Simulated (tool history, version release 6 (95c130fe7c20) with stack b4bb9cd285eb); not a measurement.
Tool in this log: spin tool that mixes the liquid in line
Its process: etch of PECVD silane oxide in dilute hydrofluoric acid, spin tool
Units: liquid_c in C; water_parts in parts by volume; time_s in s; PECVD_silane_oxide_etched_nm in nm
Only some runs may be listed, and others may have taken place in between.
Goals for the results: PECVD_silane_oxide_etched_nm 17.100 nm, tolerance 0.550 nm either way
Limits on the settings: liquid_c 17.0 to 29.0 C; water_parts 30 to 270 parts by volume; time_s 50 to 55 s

run 1 hour=0.0 | liquid_c=21.0 water_parts=150 time_s=50 | PECVD_silane_oxide_etched_nm=14.011
run 2 hour=2.4 | liquid_c=21.0 water_parts=150 time_s=55 | PECVD_silane_oxide_etched_nm=15.586
run 3 hour=4.3 | liquid_c=21.0 water_parts=150 time_s=50 | PECVD_silane_oxide_etched_nm=14.165
run 4 hour=6.8 | liquid_c=22.0 water_parts=150 time_s=50 | PECVD_silane_oxide_etched_nm=14.832
run 5 hour=10.1 | liquid_c=22.5 water_parts=150 time_s=50 | PECVD_silane_oxide_etched_nm=15.065
run 6 hour=10.8 | liquid_c=23.0 water_parts=150 time_s=50 | PECVD_silane_oxide_etched_nm=15.287
run 7 hour=12.0 | liquid_c=23.5 water_parts=150 time_s=50 | PECVD_silane_oxide_etched_nm=15.664
run 8 hour=17.7 | liquid_c=24.0 water_parts=150 time_s=50 | PECVD_silane_oxide_etched_nm=15.933
run 9 hour=21.4 | liquid_c=24.5 water_parts=150 time_s=50 | PECVD_silane_oxide_etched_nm=16.251
run 10 hour=22.3 | liquid_c=25.0 water_parts=150 time_s=50 | PECVD_silane_oxide_etched_nm=16.619

Exactly one of the 5 candidate moves below puts every result within its allowed miss. Which one?
run A hour=23.2 | liquid_c=21.0 water_parts=150 time_s=55 | PECVD_silane_oxide_etched_nm=?
run B hour=23.2 | liquid_c=26.0 water_parts=160 time_s=50 | PECVD_silane_oxide_etched_nm=?
run C hour=23.2 | liquid_c=25.5 water_parts=165 time_s=50 | PECVD_silane_oxide_etched_nm=?
run D hour=23.2 | liquid_c=21.5 water_parts=130 time_s=50 | PECVD_silane_oxide_etched_nm=?
run E hour=23.2 | liquid_c=21.5 water_parts=140 time_s=50 | PECVD_silane_oxide_etched_nm=?

move=A PECVD_silane_oxide_etched_nm=15.639
move=B PECVD_silane_oxide_etched_nm=15.961
move=C PECVD_silane_oxide_etched_nm=15.103
move=D PECVD_silane_oxide_etched_nm=17.100
move=E PECVD_silane_oxide_etched_nm=15.704
A: the biggest miss grows against the last run
B: the biggest miss grows against the last run
C: the biggest miss grows against the last run
D: meets every target
E: the biggest miss grows against the last run
Answer: D
